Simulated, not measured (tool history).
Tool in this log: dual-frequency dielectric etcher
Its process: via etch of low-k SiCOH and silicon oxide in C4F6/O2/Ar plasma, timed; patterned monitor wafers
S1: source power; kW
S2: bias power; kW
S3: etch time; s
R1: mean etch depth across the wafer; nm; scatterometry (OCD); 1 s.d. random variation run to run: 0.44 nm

{"run": 1, "hour": 0.0, "S1": 0.33, "S2": 0.161, "S3": 25, "R1": 62.16}
{"run": 2, "hour": 4.9, "S1": 0.36, "S2": 0.164, "S3": 25, "R1": 63.994}
{"run": 3, "hour": 12.0, "S1": 0.38, "S2": 0.169, "S3": 25, "R1": 65.662}
{"run": 4, "hour": 20.3, "S1": 0.38, "S2": 0.169, "S3": 25, "R1": 66.407}
{"run": 5, "hour": 23.5, "S1": 0.38, "S2": 0.169, "S3": 25, "R1": 65.63}
{"hour": 28.8, "done": "bias power generator calibrated"}
{"run": 6, "hour": 28.8, "S1": 0.38, "S2": 0.169, "S3": 25, "R1": 67.318}

What does the tool deliver on the next run?
{"run": 7, "hour": 36.0, "S1": 0.39, "S2": 0.17, "S3": 25, "R1": "?"}

For run 7 the tool returned R1 67.704 nm.

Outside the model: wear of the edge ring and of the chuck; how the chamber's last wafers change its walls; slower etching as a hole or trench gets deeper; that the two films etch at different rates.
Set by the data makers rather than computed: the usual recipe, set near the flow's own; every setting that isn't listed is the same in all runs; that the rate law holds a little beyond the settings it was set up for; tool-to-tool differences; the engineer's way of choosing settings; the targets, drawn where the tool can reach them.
